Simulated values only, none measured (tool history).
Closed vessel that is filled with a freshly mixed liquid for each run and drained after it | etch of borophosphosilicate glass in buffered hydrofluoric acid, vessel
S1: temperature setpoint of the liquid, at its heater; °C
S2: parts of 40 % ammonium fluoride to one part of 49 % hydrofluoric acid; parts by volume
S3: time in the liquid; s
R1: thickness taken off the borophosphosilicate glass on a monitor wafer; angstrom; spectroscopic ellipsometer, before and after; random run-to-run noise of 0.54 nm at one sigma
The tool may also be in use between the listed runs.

| run | hour | S1 | S2 | S3 | R1 |
|---|---|---|---|---|---|
| 1 | 0 | 20 | 12 | 30 | 460.17 |
| 2 | 4.4 | 20 | 12 | 30 | 462.72 |
| 3 | 10.9 | 20 | 15 | 30 | 374.38 |
| 4 | 12 | 20 | 15 | 30 | 377.54 |
| 5 | 12.6 | 21.5 | 15 | 30 | 399.62 |
| 6 | 17.1 | 21.5 | 15 | 30 | 404.35 |
| 7 | 20.8 | 23 | 15 | 30 | 439.16 |
| 8 | 23.1 | 24 | 15 | 30 | 461.17 |
| 9 | 24.3 | 25 | 15 | 30 | 485.54 |
| 10 | 27.6 | 25.5 | 15 | 30 | 503.94 |
| 11 | 35 | 26 | 15 | 30 | 517.03 |

For run 12, what comes out?
| 12 | 37.1 | 26.5 | 15 | 30 | ? |

R1: 532.17 angstrom

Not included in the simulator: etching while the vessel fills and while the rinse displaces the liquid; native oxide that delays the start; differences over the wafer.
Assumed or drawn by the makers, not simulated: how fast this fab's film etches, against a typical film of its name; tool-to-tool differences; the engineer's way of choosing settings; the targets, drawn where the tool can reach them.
